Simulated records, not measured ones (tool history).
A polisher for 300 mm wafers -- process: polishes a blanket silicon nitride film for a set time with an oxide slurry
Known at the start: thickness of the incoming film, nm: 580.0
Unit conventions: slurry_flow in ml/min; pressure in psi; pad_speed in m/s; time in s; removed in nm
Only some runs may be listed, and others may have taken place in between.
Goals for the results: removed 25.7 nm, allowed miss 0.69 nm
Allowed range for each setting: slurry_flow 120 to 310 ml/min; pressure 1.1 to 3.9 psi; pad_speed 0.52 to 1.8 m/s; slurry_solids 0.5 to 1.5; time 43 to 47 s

| run | hour | slurry_flow | pressure | pad_speed | slurry_solids | time | removed |
|---|---|---|---|---|---|---|---|
| 1 | 0 | 200 | 2.5 | 1.16 | 1 | 47 | 19.09 |
| 2 | 3.1 | 205 | 2.6 | 1.16 | 1 | 47 | 19.953 |
| 3 | 5.9 | 205 | 2.6 | 0.88 | 1 | 47 | 16.911 |
| 4 | 7.3 | 210 | 2.7 | 0.88 | 1 | 47 | 17.756 |
| 5 | 10.7 | 210 | 2.7 | 1.08 | 1 | 47 | 20.126 |
| 6 | 12.4 | 215 | 2.8 | 1.08 | 1 | 47 | 20.493 |
| 7 | 13.2 | 215 | 2.8 | 1.08 | 1 | 47 | 20.673 |
| 8 | 21.6 | 215 | 2.9 | 1.08 | 1 | 47 | 21.429 |
| 9 | 24 | 215 | 3 | 1.08 | 1 | 47 | 21.587 |
| 10 | 30.1 | 220 | 3.1 | 1.08 | 1 | 47 | 22.264 |
| 11 | 38.9 | 220 | 3.2 | 1.08 | 1 | 47 | 23.157 |
| 12 | 45.5 | 225 | 3.2 | 1.08 | 1 | 47 | 23.372 |

Next run, 4 choices. One meets every target within its allowed miss, the rest don't. Which?
| A | 52.1 | 225 | 3.9 | 0.74 | 1 | 45 | ? |
| B | 52.1 | 215 | 3.3 | 1.1 | 0.95 | 44 | ? |
| C | 52.1 | 185 | 3.5 | 1.16 | 0.9 | 47 | ? |
| D | 52.1 | 240 | 3.8 | 1.1 | 0.95 | 45 | ? |

| move | removed |
|---|---|
| A | 21.877 |
| B | 21.67 |
| C | 23.772 |
| D | 25.567 |
A: misses by more than the last run did
B: misses by more than the last run did
C: an improvement on the last run, though not all results are within tolerance
D: every result lands within tolerance
So the answer is move D, the one that meets all the targets.

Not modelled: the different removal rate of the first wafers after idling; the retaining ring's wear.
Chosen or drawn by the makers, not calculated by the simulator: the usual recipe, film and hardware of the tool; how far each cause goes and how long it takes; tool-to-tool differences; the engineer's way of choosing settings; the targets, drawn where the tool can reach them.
